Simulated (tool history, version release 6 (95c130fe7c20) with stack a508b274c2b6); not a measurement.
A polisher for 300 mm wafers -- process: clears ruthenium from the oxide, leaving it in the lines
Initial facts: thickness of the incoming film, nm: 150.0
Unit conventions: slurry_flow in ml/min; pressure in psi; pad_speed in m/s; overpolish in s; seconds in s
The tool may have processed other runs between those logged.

| run | hour | slurry_flow | pressure | pad_speed | overpolish | seconds |
|---|---|---|---|---|---|---|
| 1 | 0.0 | 190 | 2.7 | 1.16 | 17 | 111.040 |
| 2 | 3.2 | 190 | 2.7 | 1.34 | 17 | 95.974 |
| 3 | 9.3 | 190 | 2.9 | 1.34 | 17 | 93.777 |
| 4 | 13.3 | 190 | 3.2 | 1.36 | 17 | 83.699 |
| 5 | 16.3 | 190 | 3.4 | 1.38 | 17 | 79.985 |
| 6 | 24.6 | 190 | 3.4 | 1.38 | 17 | 76.586 |
| 7 | 30.4 | 190 | 3.4 | 1.38 | 17 | 77.414 |
| 8 | 32.9 | 190 | 3.5 | 1.38 | 17 | 73.107 |

Expected results for the next run?
| 9 | 35.0 | 190 | 3.6 | 1.38 | 17 | ? |

Logged for run 9: seconds 74.644 s.
